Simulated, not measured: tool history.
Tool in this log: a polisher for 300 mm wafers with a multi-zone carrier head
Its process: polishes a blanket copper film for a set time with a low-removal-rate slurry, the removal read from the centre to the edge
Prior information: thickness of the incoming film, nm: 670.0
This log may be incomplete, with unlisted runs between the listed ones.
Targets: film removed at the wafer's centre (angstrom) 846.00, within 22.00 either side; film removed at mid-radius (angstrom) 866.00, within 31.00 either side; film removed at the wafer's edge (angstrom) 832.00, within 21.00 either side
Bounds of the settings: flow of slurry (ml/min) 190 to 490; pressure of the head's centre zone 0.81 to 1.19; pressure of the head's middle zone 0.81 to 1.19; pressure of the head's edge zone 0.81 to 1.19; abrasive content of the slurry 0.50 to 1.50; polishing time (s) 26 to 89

run,hour,flow of slurry (ml/min),pressure of the head's centre zone,pressure of the head's middle zone,pressure of the head's edge zone,abrasive content of the slurry,polishing time (s),film removed at the wafer's centre (angstrom),film removed at mid-radius (angstrom),film removed at the wafer's edge (angstrom)
1,0.0,315,1.00,1.00,1.00,1.00,57,1044.90,1011.50,1034.80
2,4.4,315,1.00,1.00,1.00,1.00,43,794.46,763.36,787.81
3,5.9,315,0.94,1.00,1.00,1.00,43,758.16,775.69,790.48
4,14.7,315,0.94,1.00,0.92,1.00,43,771.68,768.43,757.50
5,17.3,330,0.96,1.02,0.94,1.05,43,783.35,812.00,767.59
6,20.4,265,0.96,1.02,0.94,1.05,43,768.34,762.29,758.79
7,21.3,300,0.97,1.02,0.96,1.10,43,794.78,806.89,780.30
8,27.4,320,0.98,1.02,0.98,1.10,43,791.26,804.12,795.18
9,34.1,340,1.00,1.02,0.99,1.10,43,809.67,803.27,800.10
10,41.7,355,1.01,1.03,1.00,1.15,43,831.24,812.10,820.82
11,44.4,365,1.01,1.05,1.00,1.15,43,821.23,834.19,800.67

Below are 4 possible settings for the next run. Only one of them brings all results inside the allowed miss of their targets. Which is it?
A,47.1,425,0.95,1.02,1.09,1.20,45,?,?,?
B,47.1,400,1.11,0.95,0.96,0.90,44,?,?,?
C,47.1,340,0.97,1.08,0.95,1.35,48,?,?,?
D,47.1,320,0.94,1.02,0.92,1.45,44,?,?,?

move,film removed at the wafer's centre (angstrom),film removed at mid-radius (angstrom),film removed at the wafer's edge (angstrom)
A,859.78,873.01,900.23
B,862.62,757.29,780.88
C,933.27,985.14,907.46
D,848.60,868.68,829.06
A: carries the result that was furthest off beyond its target, to the other side
B: the biggest miss grows against the last run
C: carries the result that was furthest off beyond its target, to the other side
D: each result inside its tolerance
Answer: D
